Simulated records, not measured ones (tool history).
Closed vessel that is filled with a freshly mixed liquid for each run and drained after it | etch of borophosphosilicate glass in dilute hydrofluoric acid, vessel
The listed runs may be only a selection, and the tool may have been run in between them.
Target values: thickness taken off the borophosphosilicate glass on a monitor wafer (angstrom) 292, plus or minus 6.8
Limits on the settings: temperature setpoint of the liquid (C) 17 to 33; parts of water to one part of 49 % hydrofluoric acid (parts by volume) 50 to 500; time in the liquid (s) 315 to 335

run  hour  temperature setpoint of the liquid (C)  parts of water to one part of 49 % hydrofluoric acid (parts by volume)  time in the liquid (s)  thickness taken off the borophosphosilicate glass on a monitor wafer (angstrom)
  1     0                                      25                                                                     275                     315                                                                            534.3
  2   8.8                                      25                                                                     275                     315                                                                           541.05
  3  10.8                                      25                                                                     225                     315                                                                           684.35
  4  18.3                                      25                                                                     225                     315                                                                           699.48
  5  20.2                                      27                                                                     225                     315                                                                           747.33
  6    24                                    24.5                                                                     255                     315                                                                           578.88
  7  31.3                                    20.5                                                                     350                     315                                                                           339.55
  8  39.3                                    19.5                                                                     355                     315                                                                           317.88
  9  46.5                                      19                                                                     355                     315                                                                           313.75
 10  49.1                                    18.5                                                                     355                     315                                                                           306.76
 11  57.8                                      18                                                                     355                     315                                                                           304.98

5 candidate next runs follow, results not yet known. Just one meets every target within its allowed miss. Identify it.
  A  66.5                                      17                                                                     340                     315                                                                                ?
  B  66.5                                    21.5                                                                     385                     315                                                                                ?
  C  66.5                                    19.5                                                                     380                     335                                                                                ?
  D  66.5                                      17                                                                     370                     330                                                                                ?
  E  66.5                                      18                                                                     350                     315                                                                                ?

move  thickness taken off the borophosphosilicate glass on a monitor wafer (angstrom)
   A                                                                           305.34
   B                                                                           304.95
   C                                                                           307.81
   D                                                                           286.97
   E                                                                           305.25
A: roughly where the last run was
B: roughly where the last run was
C: further off than the last run
D: meets every target
E: roughly where the last run was
Go with D: it meets all targets.

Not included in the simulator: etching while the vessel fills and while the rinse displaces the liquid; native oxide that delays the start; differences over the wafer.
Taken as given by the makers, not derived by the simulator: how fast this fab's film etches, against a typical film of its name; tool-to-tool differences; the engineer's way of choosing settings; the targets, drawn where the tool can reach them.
